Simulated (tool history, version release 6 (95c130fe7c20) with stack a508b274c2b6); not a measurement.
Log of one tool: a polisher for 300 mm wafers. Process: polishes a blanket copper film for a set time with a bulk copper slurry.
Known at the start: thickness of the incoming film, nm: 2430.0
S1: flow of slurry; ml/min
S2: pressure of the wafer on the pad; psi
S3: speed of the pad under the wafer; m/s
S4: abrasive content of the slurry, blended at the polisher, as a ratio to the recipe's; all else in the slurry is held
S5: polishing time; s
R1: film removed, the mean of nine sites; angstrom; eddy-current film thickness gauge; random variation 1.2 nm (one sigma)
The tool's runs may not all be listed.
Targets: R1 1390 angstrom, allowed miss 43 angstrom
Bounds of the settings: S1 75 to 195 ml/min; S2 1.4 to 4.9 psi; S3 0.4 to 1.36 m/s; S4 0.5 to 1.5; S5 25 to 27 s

Run 1, hour 0: S1 125 ml/min, S2 3.1 psi, S3 0.88 m/s, S4 1, S5 27 s. Result: R1 2838.1 angstrom.
Run 2, hour 8.9: S1 125 ml/min, S2 3.1 psi, S3 1.02 m/s, S4 1, S5 27 s. Result: R1 3229.3 angstrom.
Run 3, hour 17.6: S1 125 ml/min, S2 3.7 psi, S3 1.02 m/s, S4 1, S5 27 s. Result: R1 3829.1 angstrom.
Run 4, hour 25.4: S1 115 ml/min, S2 2.9 psi, S3 0.92 m/s, S4 1, S5 27 s. Result: R1 2776.4 angstrom.
Run 5, hour 29.2: S1 115 ml/min, S2 2.4 psi, S3 0.82 m/s, S4 1, S5 27 s. Result: R1 2100.9 angstrom.
Run 6, hour 36.9: S1 90 ml/min, S2 2.4 psi, S3 0.82 m/s, S4 1, S5 27 s. Result: R1 2016.7 angstrom.
Run 7, hour 45.8: S1 90 ml/min, S2 2.1 psi, S3 0.8 m/s, S4 1, S5 27 s. Result: R1 1797 angstrom.
Run 8, hour 53.8: S1 90 ml/min, S2 1.9 psi, S3 0.8 m/s, S4 1, S5 27 s. Result: R1 1624.7 angstrom.
Run 9, hour 58.3: S1 90 ml/min, S2 1.8 psi, S3 0.8 m/s, S4 1, S5 27 s. Result: R1 1532.6 angstrom.
Run 10, hour 66.3: S1 90 ml/min, S2 1.7 psi, S3 0.8 m/s, S4 1, S5 27 s. Result: R1 1497.1 angstrom.

4 next moves are on the table. One of them brings every result within its allowed miss. Which?
Run A, hour 74.3: S1 95 ml/min, S2 1.5 psi, S3 0.9 m/s, S4 1, S5 25 s. Result: R1 ?.
Run B, hour 74.3: S1 100 ml/min, S2 1.5 psi, S3 0.82 m/s, S4 0.9, S5 26 s. Result: R1 ?.
Run C, hour 74.3: S1 95 ml/min, S2 1.7 psi, S3 0.96 m/s, S4 0.65, S5 25 s. Result: R1 ?.
Run D, hour 74.3: S1 130 ml/min, S2 1.7 psi, S3 0.92 m/s, S4 1.05, S5 25 s. Result: R1 ?.

move      R1
   A  1383.2
   B  1311.3
   C  1467.4
   D  1666.5
A: meets every target
B: takes the result that was furthest off past its target
C: nearer than the last run, and not there yet
D: further off than the last run
The right move is A.
